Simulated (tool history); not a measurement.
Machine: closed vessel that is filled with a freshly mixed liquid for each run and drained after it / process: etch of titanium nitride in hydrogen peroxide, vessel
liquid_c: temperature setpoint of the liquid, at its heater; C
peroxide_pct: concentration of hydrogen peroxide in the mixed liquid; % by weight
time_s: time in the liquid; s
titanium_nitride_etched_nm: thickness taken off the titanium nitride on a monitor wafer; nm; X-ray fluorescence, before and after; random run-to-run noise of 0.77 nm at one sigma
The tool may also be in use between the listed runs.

Run 1, hour 0: liquid_c 48 C, peroxide_pct 24 % by weight, time_s 950 s. Result: titanium_nitride_etched_nm 59.09 nm.
Run 2, hour 8.6: liquid_c 51 C, peroxide_pct 24 % by weight, time_s 950 s. Result: titanium_nitride_etched_nm 73.207 nm.
Run 3, hour 16: liquid_c 51 C, peroxide_pct 24 % by weight, time_s 950 s. Result: titanium_nitride_etched_nm 73.64 nm.
Run 4, hour 20.2: liquid_c 46.5 C, peroxide_pct 24 % by weight, time_s 950 s. Result: titanium_nitride_etched_nm 52.929 nm.
At hour 24.3: new drum of peroxide connected.
Run 5, hour 24.3: liquid_c 49.5 C, peroxide_pct 24 % by weight, time_s 950 s. Result: titanium_nitride_etched_nm 66.816 nm.
Run 6, hour 26.7: liquid_c 49.5 C, peroxide_pct 21 % by weight, time_s 950 s. Result: titanium_nitride_etched_nm 64.901 nm.
Run 7, hour 30.6: liquid_c 52 C, peroxide_pct 21 % by weight, time_s 950 s. Result: titanium_nitride_etched_nm 77.249 nm.
Run 8, hour 35.6: liquid_c 53.5 C, peroxide_pct 21 % by weight, time_s 950 s. Result: titanium_nitride_etched_nm 87.16 nm.

Predict the results of run 9:
Run 9, hour 38.8: liquid_c 54.5 C, peroxide_pct 21 % by weight, time_s 950 s. Result: titanium_nitride_etched_nm ?.

{"run 9": {"titanium_nitride_etched_nm": 93.273}}
